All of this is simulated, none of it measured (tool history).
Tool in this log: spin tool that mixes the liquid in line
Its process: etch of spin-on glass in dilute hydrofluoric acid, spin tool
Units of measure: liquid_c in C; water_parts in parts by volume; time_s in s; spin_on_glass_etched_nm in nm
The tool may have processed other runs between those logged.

{"run": 1, "day": 0.0, "liquid_c": 25, "water_parts": 295, "time_s": 280, "spin_on_glass_etched_nm": 23.901}
{"run": 2, "day": 0.288, "liquid_c": 22.5, "water_parts": 295, "time_s": 280, "spin_on_glass_etched_nm": 21.523}
{"run": 3, "day": 0.583, "liquid_c": 21.5, "water_parts": 305, "time_s": 280, "spin_on_glass_etched_nm": 20.015}
{"run": 4, "day": 0.725, "liquid_c": 21.5, "water_parts": 305, "time_s": 300, "spin_on_glass_etched_nm": 21.556}
{"run": 5, "day": 0.958, "liquid_c": 21.5, "water_parts": 265, "time_s": 300, "spin_on_glass_etched_nm": 25.724}
{"run": 6, "day": 1.138, "liquid_c": 20.5, "water_parts": 285, "time_s": 300, "spin_on_glass_etched_nm": 22.845}
{"run": 7, "day": 1.367, "liquid_c": 20, "water_parts": 300, "time_s": 300, "spin_on_glass_etched_nm": 20.772}

Predict the results of run 8:
{"run": 8, "day": 1.404, "liquid_c": 19.5, "water_parts": 315, "time_s": 300, "spin_on_glass_etched_nm": "?"}

spin_on_glass_etched_nm: 19.373 nm
